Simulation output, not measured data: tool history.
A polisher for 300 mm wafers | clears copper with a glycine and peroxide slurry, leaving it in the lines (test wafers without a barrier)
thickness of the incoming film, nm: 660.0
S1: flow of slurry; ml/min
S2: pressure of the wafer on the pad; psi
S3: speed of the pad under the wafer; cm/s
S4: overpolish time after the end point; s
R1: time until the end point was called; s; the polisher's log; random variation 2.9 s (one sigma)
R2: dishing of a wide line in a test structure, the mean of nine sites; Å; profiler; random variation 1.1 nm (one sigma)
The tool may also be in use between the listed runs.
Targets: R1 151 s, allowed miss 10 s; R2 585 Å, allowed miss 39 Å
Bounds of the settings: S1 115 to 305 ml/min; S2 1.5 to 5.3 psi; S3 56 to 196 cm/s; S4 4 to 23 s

| run | hour | S1 | S2 | S3 | S4 | R1 | R2 |
|---|---|---|---|---|---|---|---|
| 1 | 0 | 195 | 3.4 | 126 | 12 | 99.859 | 544.81 |
| 2 | 5.5 | 195 | 3.1 | 124 | 13 | 108.31 | 543.63 |
| 3 | 13.2 | 195 | 3.1 | 124 | 8 | 107.38 | 385.54 |
| 4 | 15.6 | 225 | 3.1 | 124 | 8 | 102.92 | 380.8 |
| 5 | 18.8 | 225 | 3.7 | 124 | 8 | 89.028 | 429.87 |
| 6 | 26.7 | 215 | 3.4 | 122 | 10 | 97.84 | 475.18 |
| 7 | 32.9 | 205 | 3.2 | 118 | 12 | 110.13 | 509.65 |
| 8 | 36.8 | 200 | 3 | 116 | 13 | 118.66 | 520.7 |
|  | 44.6 | slurry nozzle cleaned |
| 9 | 44.6 | 195 | 2.9 | 114 | 14 | 117.54 | 528.2 |
| 10 | 52 | 190 | 2.7 | 112 | 15 | 127.3 | 537.02 |
| 11 | 59.8 | 185 | 2.6 | 110 | 16 | 136.16 | 521.37 |

5 next moves are on the table. One of them brings every result within its allowed miss. Which?
| A | 67.6 | 140 | 2.9 | 90 | 20 | ? | ? |
| B | 67.6 | 215 | 2.7 | 88 | 23 | ? | ? |
| C | 67.6 | 180 | 2.5 | 82 | 23 | ? | ? |
| D | 67.6 | 180 | 2.1 | 100 | 22 | ? | ? |
| E | 67.6 | 135 | 2.1 | 108 | 23 | ? | ? |

| move | R1 | R2 |
|---|---|---|
| A | 150.19 | 572.01 |
| B | 149.77 | 632.52 |
| C | 171.94 | 576.51 |
| D | 167 | 563.52 |
| E | 166.29 | 580.67 |
A: meets every target
B: takes the result that was furthest off past its target
C: brings the result that was furthest off to its target, and leaves another outside
D: brings the result that was furthest off to its target, and leaves another outside
E: brings the result that was furthest off to its target, and leaves another outside
Move A is the one to make.
